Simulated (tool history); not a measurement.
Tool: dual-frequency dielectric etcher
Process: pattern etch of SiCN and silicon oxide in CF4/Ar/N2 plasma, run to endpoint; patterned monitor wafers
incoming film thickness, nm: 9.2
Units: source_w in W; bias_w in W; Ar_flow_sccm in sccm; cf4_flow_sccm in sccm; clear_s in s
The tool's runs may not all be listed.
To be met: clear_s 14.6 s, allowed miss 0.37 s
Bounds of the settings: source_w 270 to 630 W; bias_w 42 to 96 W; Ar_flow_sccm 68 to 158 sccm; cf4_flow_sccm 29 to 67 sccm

| run | hour | source_w | bias_w | Ar_flow_sccm | cf4_flow_sccm | clear_s |
|---|---|---|---|---|---|---|
| 1 | 0 | 450 | 69 | 113 | 48 | 12.171 |
| 2 | 7.3 | 440 | 69 | 113 | 48 | 12.372 |
| 3 | 12.4 | 440 | 63 | 113 | 48 | 12.756 |
| 4 | 19.2 | 400 | 63 | 113 | 48 | 13.445 |
| 5 | 26.8 | 400 | 71 | 113 | 48 | 13.053 |
| 6 | 33.1 | 480 | 71 | 113 | 48 | 11.514 |
| 7 | 39.2 | 460 | 71 | 113 | 48 | 12.041 |
| 8 | 46.8 | 450 | 71 | 113 | 48 | 12.099 |
| 9 | 51.1 | 440 | 71 | 113 | 48 | 12.266 |
| 10 | 53.9 | 430 | 71 | 113 | 48 | 12.237 |
| 11 | 54.8 | 420 | 71 | 113 | 48 | 12.533 |

Which of these 4 next moves meets every target?
| A | 55.7 | 400 | 64 | 113 | 48 | ? |
| B | 55.7 | 510 | 68 | 127 | 51 | ? |
| C | 55.7 | 340 | 75 | 127 | 41 | ? |
| D | 55.7 | 340 | 75 | 122 | 53 | ? |

| move | clear_s |
|---|---|
| A | 13.23 |
| B | 11.267 |
| C | 14.579 |
| D | 13.756 |
A: nearer than the last run, and not there yet
B: further off than the last run
C: meets every target
D: nearer than the last run, and not there yet
Answer: C

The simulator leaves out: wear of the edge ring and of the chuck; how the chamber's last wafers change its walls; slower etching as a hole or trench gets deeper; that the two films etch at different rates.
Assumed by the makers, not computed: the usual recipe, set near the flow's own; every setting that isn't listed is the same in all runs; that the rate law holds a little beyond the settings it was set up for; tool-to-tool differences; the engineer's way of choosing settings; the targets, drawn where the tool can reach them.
